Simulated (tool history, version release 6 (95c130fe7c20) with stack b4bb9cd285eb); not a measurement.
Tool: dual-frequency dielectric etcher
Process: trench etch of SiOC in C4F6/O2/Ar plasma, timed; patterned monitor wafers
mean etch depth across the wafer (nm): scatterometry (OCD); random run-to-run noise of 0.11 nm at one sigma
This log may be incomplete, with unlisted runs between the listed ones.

run	day	source power (kW)	bias power (kW)	etch time (s)	mean etch depth across the wafer (nm)
1	0	0.29	0.251	16.5	31.305
2	0.112	0.29	0.251	17	32.084
3	0.408	0.29	0.281	17	33.771
4	0.458	0.28	0.278	17	33.347
5	0.654	0.27	0.274	17	32.859
6	1.017	0.25	0.274	17	32.326
7	1.225	0.24	0.269	17	31.869
8	1.554	0.24	0.264	17	31.476
9	1.708	0.23	0.26	17	30.833
10	1.829	0.23	0.258	17	30.885

Estimate the outcome of run 11 from the log above:
11	2.167	0.23	0.255	17	?

{"run 11": {"mean etch depth across the wafer (nm)": 30.633}}
